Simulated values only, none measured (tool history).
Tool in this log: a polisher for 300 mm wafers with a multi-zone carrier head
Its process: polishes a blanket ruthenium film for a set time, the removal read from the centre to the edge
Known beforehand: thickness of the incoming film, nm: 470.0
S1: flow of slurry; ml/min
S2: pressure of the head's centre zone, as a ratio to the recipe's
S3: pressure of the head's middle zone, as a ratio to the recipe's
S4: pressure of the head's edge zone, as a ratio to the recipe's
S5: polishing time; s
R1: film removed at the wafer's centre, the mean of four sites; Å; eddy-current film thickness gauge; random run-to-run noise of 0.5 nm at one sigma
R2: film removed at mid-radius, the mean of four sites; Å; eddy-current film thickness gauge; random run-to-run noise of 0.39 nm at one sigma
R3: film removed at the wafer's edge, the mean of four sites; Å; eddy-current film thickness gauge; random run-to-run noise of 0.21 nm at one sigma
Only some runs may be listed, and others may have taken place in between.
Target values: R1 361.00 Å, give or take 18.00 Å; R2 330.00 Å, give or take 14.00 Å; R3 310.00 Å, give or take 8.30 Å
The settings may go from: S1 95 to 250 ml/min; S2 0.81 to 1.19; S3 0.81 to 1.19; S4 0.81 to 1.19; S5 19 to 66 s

run  hour   S1    S2    S3    S4  S5      R1      R2      R3
  1   0.0  160  1.00  1.00  1.00  42  476.15  484.24  476.12
  2   2.5  160  1.01  0.99  0.97  40  468.50  459.22  446.81
  3   6.8  155  1.01  0.98  0.95  38  437.16  429.61  417.60
  4   9.0  185  1.01  0.98  0.95  38  455.71  437.05  428.37
  5  12.1  170  1.01  0.98  0.95  38  453.19  433.32  425.52
  6  16.3  170  1.01  0.98  0.95  48  569.13  547.30  536.12
  7  18.7  165  1.01  0.97  0.93  45  527.43  511.92  497.03
  8  24.5  165  1.02  0.97  0.92  42  499.73  471.32  459.01
  9  31.1  160  1.02  0.97  0.90  40  468.57  447.76  433.98
 10  36.9  160  1.03  0.97  0.89  38  462.45  431.52  413.42
     38.3  -- worn pad replaced by a new one
 11  38.3  140  1.01  0.95  0.81  26  328.07  313.55  298.87

4 next moves are on the table. One of them brings every result within its allowed miss. Which?
  A  39.7  155  1.09  0.96  0.83  25   ?   ?   ?
  B  39.7  120  1.10  1.01  0.90  27   ?   ?   ?
  C  39.7   95  0.85  0.91  0.91  28   ?   ?   ?
  D  39.7  175  0.93  1.04  0.91  25   ?   ?   ?

move      R1      R2      R3
   A  347.05  301.10  285.79
   B  363.80  327.71  309.60
   C  279.66  301.34  315.19
   D  301.07  327.39  298.27
A: brings the last run's worst result on target, with another outside its allowed miss
B: every result within its allowed miss
C: further off than the last run
D: further off than the last run
The move that meets every target is B.
